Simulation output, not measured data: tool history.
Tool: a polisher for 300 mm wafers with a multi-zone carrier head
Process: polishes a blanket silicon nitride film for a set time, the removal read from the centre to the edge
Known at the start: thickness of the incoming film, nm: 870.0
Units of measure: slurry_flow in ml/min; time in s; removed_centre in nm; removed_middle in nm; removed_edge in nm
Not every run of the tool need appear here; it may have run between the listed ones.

Run 1, hour 0: slurry_flow 310 ml/min, centre_zone 1, middle_zone 1, edge_zone 1, time 52 s. Result: removed_centre 83.56 nm, removed_middle 85.79 nm, removed_edge 83.578 nm.
Run 2, hour 0.9: slurry_flow 305 ml/min, centre_zone 0.99, middle_zone 0.99, edge_zone 0.98, time 50 s. Result: removed_centre 78.829 nm, removed_middle 81.652 nm, removed_edge 80.43 nm.
Run 3, hour 6.4: slurry_flow 310 ml/min, centre_zone 0.99, middle_zone 0.99, edge_zone 0.97, time 47 s. Result: removed_centre 74.722 nm, removed_middle 76.85 nm, removed_edge 76.441 nm.
Run 4, hour 7.2: slurry_flow 380 ml/min, centre_zone 0.99, middle_zone 0.99, edge_zone 0.97, time 47 s. Result: removed_centre 75.703 nm, removed_middle 78.525 nm, removed_edge 77.479 nm.
Run 5, hour 12.5: slurry_flow 370 ml/min, centre_zone 0.98, middle_zone 0.99, edge_zone 0.95, time 45 s. Result: removed_centre 71.326 nm, removed_middle 74.241 nm, removed_edge 73.444 nm.
Run 6, hour 17.3: slurry_flow 370 ml/min, centre_zone 0.98, middle_zone 0.99, edge_zone 0.87, time 45 s. Result: removed_centre 72.343 nm, removed_middle 75.613 nm, removed_edge 71.291 nm.
Run 7, hour 20.6: slurry_flow 360 ml/min, centre_zone 0.97, middle_zone 0.99, edge_zone 0.86, time 43 s. Result: removed_centre 68.987 nm, removed_middle 71.903 nm, removed_edge 66.769 nm.
Run 8, hour 27.6: slurry_flow 270 ml/min, centre_zone 0.87, middle_zone 0.91, edge_zone 0.81, time 37 s. Result: removed_centre 53.427 nm, removed_middle 56.226 nm, removed_edge 55.763 nm.
Run 9, hour 34.2: slurry_flow 265 ml/min, centre_zone 0.87, middle_zone 0.92, edge_zone 0.81, time 37 s. Result: removed_centre 52.981 nm, removed_middle 55.365 nm, removed_edge 55.251 nm.
Run 10, hour 42.3: slurry_flow 265 ml/min, centre_zone 0.87, middle_zone 0.93, edge_zone 0.81, time 37 s. Result: removed_centre 52.801 nm, removed_middle 56.925 nm, removed_edge 55.73 nm.
Run 11, hour 50.6: slurry_flow 265 ml/min, centre_zone 0.87, middle_zone 0.94, edge_zone 0.81, time 37 s. Result: removed_centre 53.915 nm, removed_middle 57.598 nm, removed_edge 55.217 nm.

Estimate the outcome of run 12 from the log above:
Run 12, hour 59.5: slurry_flow 260 ml/min, centre_zone 0.87, middle_zone 0.94, edge_zone 0.81, time 37 s. Result: removed_centre ?, removed_middle ?, removed_edge ?.

removed_centre: 53.561 nm
removed_middle: 57.012 nm
removed_edge: 55.456 nm
